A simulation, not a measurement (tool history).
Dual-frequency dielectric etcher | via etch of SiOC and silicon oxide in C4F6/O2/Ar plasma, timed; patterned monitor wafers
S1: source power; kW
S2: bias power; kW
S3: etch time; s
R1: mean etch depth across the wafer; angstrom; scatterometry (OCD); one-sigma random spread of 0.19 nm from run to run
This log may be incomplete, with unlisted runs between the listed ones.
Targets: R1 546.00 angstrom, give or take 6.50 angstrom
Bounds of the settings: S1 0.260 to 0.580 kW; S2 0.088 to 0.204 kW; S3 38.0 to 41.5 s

run 1 day=0.000 | S1=0.420 S2=0.146 S3=41.5 | R1=489.31
run 2 day=0.317 | S1=0.420 S2=0.146 S3=38.0 | R1=446.01
run 3 day=0.425 | S1=0.420 S2=0.164 S3=38.0 | R1=460.07
run 4 day=0.738 | S1=0.460 S2=0.164 S3=38.0 | R1=471.08
run 5 day=1.012 | S1=0.490 S2=0.175 S3=39.0 | R1=499.17
run 6 day=1.242 | S1=0.510 S2=0.181 S3=39.0 | R1=510.04
run 7 day=1.492 | S1=0.530 S2=0.186 S3=39.0 | R1=521.82
run 8 day=1.546 | S1=0.540 S2=0.188 S3=39.0 | R1=524.64

Next run, 5 choices. One meets every target within its allowed miss, the rest don't. Which?
run A day=1.600 | S1=0.440 S2=0.175 S3=39.5 | R1=?
run B day=1.600 | S1=0.470 S2=0.175 S3=40.0 | R1=?
run C day=1.600 | S1=0.540 S2=0.196 S3=40.0 | R1=?
run D day=1.600 | S1=0.520 S2=0.181 S3=39.0 | R1=?
run E day=1.600 | S1=0.550 S2=0.196 S3=38.5 | R1=?

move=A R1=495.22
move=B R1=511.03
move=C R1=548.38
move=D R1=517.70
move=E R1=530.71
A: further off than the last run
B: further off than the last run
C: meets every target
D: further off than the last run
E: moves toward the targets from the last run without getting all of them in spec
Answer: C
